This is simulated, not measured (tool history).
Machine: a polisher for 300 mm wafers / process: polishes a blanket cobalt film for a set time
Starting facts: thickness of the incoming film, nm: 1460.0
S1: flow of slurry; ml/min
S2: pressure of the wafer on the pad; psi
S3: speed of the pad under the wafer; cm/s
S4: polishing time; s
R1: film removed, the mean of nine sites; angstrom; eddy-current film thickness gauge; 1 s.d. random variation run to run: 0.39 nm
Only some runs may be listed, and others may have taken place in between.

run	hour	S1	S2	S3	S4	R1
1	0.0	165	1.3	80	56	1435.50
2	0.9	165	1.3	86	56	1544.70
3	1.9	195	1.3	86	56	1553.90
4	4.6	195	1.3	98	56	1765.10
5	8.8	195	1.6	98	56	2167.00
6	14.8	195	1.6	98	58	2242.50
7	21.8	195	1.3	80	58	1523.90
8	23.8	195	1.1	68	58	1108.70

What does the tool deliver on the next run?
9	24.6	145	0.7	58	58	?

Logged for run 9: R1 591.51 angstrom.
